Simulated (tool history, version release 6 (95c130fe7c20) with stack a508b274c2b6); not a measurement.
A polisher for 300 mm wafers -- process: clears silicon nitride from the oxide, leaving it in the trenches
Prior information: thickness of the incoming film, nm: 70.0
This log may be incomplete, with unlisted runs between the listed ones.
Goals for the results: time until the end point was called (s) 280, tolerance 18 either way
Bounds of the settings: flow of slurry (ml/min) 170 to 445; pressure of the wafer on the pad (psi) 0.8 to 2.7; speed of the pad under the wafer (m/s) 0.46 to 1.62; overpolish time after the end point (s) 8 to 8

run	day	flow of slurry (ml/min)	pressure of the wafer on the pad (psi)	speed of the pad under the wafer (m/s)	overpolish time after the end point (s)	time until the end point was called (s)
1	0	285	1.7	1.04	8	99.579
2	0.275	285	1.7	1.24	8	82.754
3	0.404	280	1.6	1.14	8	95.978
4	0.754	280	1.5	1.06	8	111.64
5	1.104	280	1.5	0.84	8	138.77
6	1.2	280	1.4	0.8	8	161.57
7	1.538	280	1.3	0.78	8	176.14
8	1.662	280	1.2	0.76	8	189.44
9	1.683	280	1.1	0.74	8	210.71

Which of these 5 next moves meets every target?
A	1.704	270	1.2	0.62	8	?
B	1.704	270	0.9	0.68	8	?
C	1.704	250	1.3	0.86	8	?
D	1.704	315	1.2	0.72	8	?
E	1.704	360	1.4	0.66	8	?

move	time until the end point was called (s)
A	225.71
B	271.78
C	154.15
D	192.69
E	178.51
A: closes in on the targets versus the last run, not all within tolerance yet
B: every result lands within tolerance
C: its largest miss is bigger than the last run's
D: its largest miss is bigger than the last run's
E: its largest miss is bigger than the last run's
The move that meets every target is B.

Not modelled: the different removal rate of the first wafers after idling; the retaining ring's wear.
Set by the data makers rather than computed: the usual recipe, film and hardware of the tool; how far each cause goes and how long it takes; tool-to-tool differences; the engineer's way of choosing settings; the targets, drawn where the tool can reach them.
